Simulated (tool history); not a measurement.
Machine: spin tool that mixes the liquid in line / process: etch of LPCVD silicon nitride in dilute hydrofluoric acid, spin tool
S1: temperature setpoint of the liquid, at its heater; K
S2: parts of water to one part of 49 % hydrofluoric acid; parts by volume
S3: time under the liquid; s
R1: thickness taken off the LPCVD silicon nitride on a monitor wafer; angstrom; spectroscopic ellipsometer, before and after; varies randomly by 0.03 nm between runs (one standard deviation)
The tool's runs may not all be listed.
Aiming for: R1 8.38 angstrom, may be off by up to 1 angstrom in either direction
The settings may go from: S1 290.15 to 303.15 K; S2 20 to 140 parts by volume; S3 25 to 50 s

{"run": 1, "hour": 0.0, "S1": 295.15, "S2": 75, "S3": 50, "R1": 3.4202}
{"run": 2, "hour": 6.7, "S1": 296.15, "S2": 70, "S3": 50, "R1": 4.0355}
{"run": 3, "hour": 12.9, "S1": 297.15, "S2": 65, "S3": 50, "R1": 4.4091}
{"run": 4, "hour": 17.7, "S1": 297.15, "S2": 55, "S3": 50, "R1": 5.2132}
{"run": 5, "hour": 21.2, "S1": 297.15, "S2": 55, "S3": 50, "R1": 4.8404}
{"run": 6, "hour": 24.5, "S1": 297.15, "S2": 55, "S3": 25, "R1": 2.7149}
{"run": 7, "hour": 31.1, "S1": 298.15, "S2": 50, "S3": 30, "R1": 3.6992}
{"run": 8, "hour": 38.7, "S1": 299.15, "S2": 45, "S3": 35, "R1": 5.1079}
{"run": 9, "hour": 43.2, "S1": 299.65, "S2": 45, "S3": 35, "R1": 5.3225}
{"run": 10, "hour": 52.0, "S1": 299.65, "S2": 45, "S3": 35, "R1": 5.3284}
{"run": 11, "hour": 60.0, "S1": 300.15, "S2": 45, "S3": 35, "R1": 5.4919}
{"run": 12, "hour": 63.5, "S1": 300.65, "S2": 45, "S3": 35, "R1": 5.9215}
{"run": 13, "hour": 66.4, "S1": 301.15, "S2": 45, "S3": 35, "R1": 5.7711}
{"run": 14, "hour": 75.2, "S1": 301.15, "S2": 40, "S3": 35, "R1": 6.734}
{"run": 15, "hour": 79.3, "S1": 301.65, "S2": 40, "S3": 35, "R1": 7.0428}
{"run": 16, "hour": 81.0, "S1": 302.65, "S2": 30, "S3": 40, "R1": 11.162}
{"run": 17, "hour": 85.8, "S1": 302.15, "S2": 30, "S3": 40, "R1": 10.222}

Of the 4 settings listed for the next run, only one would bring every result within its allowed miss of target. Which one?
{"run": "A", "hour": 90.6, "S1": 300.15, "S2": 50, "S3": 45, "R1": "?"}
{"run": "B", "hour": 90.6, "S1": 303.15, "S2": 50, "S3": 40, "R1": "?"}
{"run": "C", "hour": 90.6, "S1": 303.15, "S2": 30, "S3": 40, "R1": "?"}
{"run": "D", "hour": 90.6, "S1": 297.15, "S2": 20, "S3": 30, "R1": "?"}

move=A R1=6.2524
move=B R1=6.7554
move=C R1=11.17
move=D R1=8.3012
A: takes the biggest miss from the last run beyond its target
B: takes the biggest miss from the last run beyond its target
C: its largest miss is bigger than the last run's
D: meets every target
The move that meets every target is D.
